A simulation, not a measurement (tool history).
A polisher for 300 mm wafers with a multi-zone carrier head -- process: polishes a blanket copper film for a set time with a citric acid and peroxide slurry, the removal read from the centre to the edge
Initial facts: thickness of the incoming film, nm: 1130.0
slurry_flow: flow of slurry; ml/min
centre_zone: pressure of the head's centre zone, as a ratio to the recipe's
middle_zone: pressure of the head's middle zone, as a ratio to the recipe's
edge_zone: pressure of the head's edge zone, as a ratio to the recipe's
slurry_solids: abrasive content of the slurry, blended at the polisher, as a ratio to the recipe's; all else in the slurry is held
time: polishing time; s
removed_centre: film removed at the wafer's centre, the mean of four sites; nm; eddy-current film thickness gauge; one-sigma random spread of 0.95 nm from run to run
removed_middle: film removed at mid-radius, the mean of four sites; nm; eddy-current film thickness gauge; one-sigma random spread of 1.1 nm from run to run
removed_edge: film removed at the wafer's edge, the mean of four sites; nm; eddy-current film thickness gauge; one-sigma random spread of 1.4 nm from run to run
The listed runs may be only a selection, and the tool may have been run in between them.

run    day  slurry_flow  centre_zone  middle_zone  edge_zone  slurry_solids  time  removed_centre  removed_middle  removed_edge
  1  0.000          145         1.00         1.00       1.00           1.00    66          118.10          114.92        117.58
  2  0.229          140         0.97         0.98       1.01           0.95    66          114.99          109.11        114.65
  3  0.479          140         0.97         0.98       1.01           0.85    66          109.14          109.24        114.68
  4  0.838          135         0.95         0.97       1.02           0.80    66          107.76          105.93        114.01
  5  1.200          135         0.95         1.01       1.02           0.80    66          104.37          111.93        115.34
  6  1.508          135         0.99         1.01       1.02           0.80    66          111.08          110.71        113.98

Run 7 is up next; what results do you expect?
  7  1.754          130         0.97         0.99       1.03           0.75    66               ?               ?             ?

removed_centre: 105.70 nm
removed_middle: 106.32 nm
removed_edge: 114.82 nm

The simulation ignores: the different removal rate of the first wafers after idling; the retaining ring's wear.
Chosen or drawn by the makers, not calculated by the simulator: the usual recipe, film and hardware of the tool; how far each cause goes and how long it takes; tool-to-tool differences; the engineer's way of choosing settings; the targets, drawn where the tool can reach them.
